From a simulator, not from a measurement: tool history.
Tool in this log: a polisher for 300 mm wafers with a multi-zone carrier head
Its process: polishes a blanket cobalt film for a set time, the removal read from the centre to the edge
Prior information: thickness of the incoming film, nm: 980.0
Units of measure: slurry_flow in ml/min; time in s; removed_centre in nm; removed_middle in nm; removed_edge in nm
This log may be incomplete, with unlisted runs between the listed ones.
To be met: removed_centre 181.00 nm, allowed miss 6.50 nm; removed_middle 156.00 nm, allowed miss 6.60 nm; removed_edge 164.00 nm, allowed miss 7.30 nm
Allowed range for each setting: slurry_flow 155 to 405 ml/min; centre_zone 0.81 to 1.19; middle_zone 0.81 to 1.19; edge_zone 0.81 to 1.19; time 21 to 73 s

| run | hour | slurry_flow | centre_zone | middle_zone | edge_zone | time | removed_centre | removed_middle | removed_edge |
|---|---|---|---|---|---|---|---|---|---|
| 1 | 0.0 | 260 | 1.00 | 1.00 | 1.00 | 47 | 116.36 | 107.60 | 113.76 |
| 2 | 2.2 | 260 | 1.00 | 1.00 | 1.00 | 55 | 134.00 | 130.13 | 133.49 |
| 3 | 7.0 | 260 | 1.00 | 1.00 | 0.95 | 55 | 134.82 | 131.42 | 129.74 |
| 4 | 13.9 | 205 | 1.00 | 1.00 | 0.95 | 55 | 129.20 | 122.95 | 128.72 |
| 5 | 21.7 | 205 | 1.00 | 1.07 | 0.95 | 55 | 131.63 | 126.44 | 128.84 |
| 6 | 28.8 | 205 | 1.00 | 1.01 | 0.95 | 55 | 132.71 | 124.99 | 127.43 |
| 7 | 36.8 | 215 | 1.02 | 1.02 | 0.97 | 56 | 139.17 | 128.19 | 130.56 |
| 8 | 40.3 | 220 | 1.03 | 1.02 | 1.00 | 57 | 143.86 | 130.04 | 137.95 |
| 9 | 42.6 | 235 | 1.04 | 1.03 | 1.02 | 58 | 145.21 | 136.57 | 139.57 |
| 10 | 48.3 | 240 | 1.06 | 1.02 | 1.04 | 59 | 153.68 | 137.79 | 143.74 |
| 11 | 50.2 | 240 | 1.06 | 1.02 | 1.04 | 59 | 152.58 | 136.90 | 143.66 |
|  | 53.0 | centre zone pressure recalibrated |
| 12 | 53.0 | 245 | 1.07 | 1.02 | 1.05 | 60 | 147.01 | 138.30 | 146.99 |
| 13 | 56.6 | 235 | 1.09 | 1.02 | 1.04 | 62 | 153.24 | 143.28 | 146.63 |
| 14 | 59.3 | 220 | 1.11 | 1.04 | 1.06 | 63 | 156.59 | 148.92 | 153.68 |
| 15 | 62.0 | 235 | 1.12 | 1.02 | 1.06 | 64 | 161.51 | 148.28 | 159.56 |
| 16 | 65.4 | 240 | 1.13 | 1.01 | 1.04 | 65 | 166.68 | 149.03 | 159.20 |
| 17 | 70.9 | 245 | 1.14 | 1.01 | 1.03 | 65 | 169.50 | 152.04 | 159.25 |
| 18 | 74.7 | 250 | 1.15 | 1.01 | 1.03 | 65 | 169.84 | 150.02 | 158.56 |
| 19 | 79.0 | 255 | 1.16 | 1.01 | 1.03 | 65 | 174.31 | 153.51 | 155.77 |

Exactly one of the 4 candidate moves below puts every result within its allowed miss. Which one?
| A | 83.3 | 175 | 1.19 | 0.84 | 1.00 | 70 | ? | ? | ? |
| B | 83.3 | 185 | 1.16 | 0.81 | 1.13 | 71 | ? | ? | ? |
| C | 83.3 | 255 | 1.14 | 0.95 | 0.96 | 69 | ? | ? | ? |
| D | 83.3 | 190 | 1.19 | 0.90 | 1.11 | 67 | ? | ? | ? |

| move | removed_centre | removed_middle | removed_edge |
|---|---|---|---|
| A | 179.88 | 143.24 | 164.14 |
| B | 179.62 | 144.14 | 178.15 |
| C | 180.20 | 158.12 | 164.86 |
| D | 174.80 | 143.60 | 166.98 |
A: meets the target for the result that was furthest off, but another lies outside its allowed miss
B: takes the biggest miss from the last run beyond its target
C: all results land within tolerance of their targets
D: meets the target for the result that was furthest off, but another lies outside its allowed miss
Answer: C
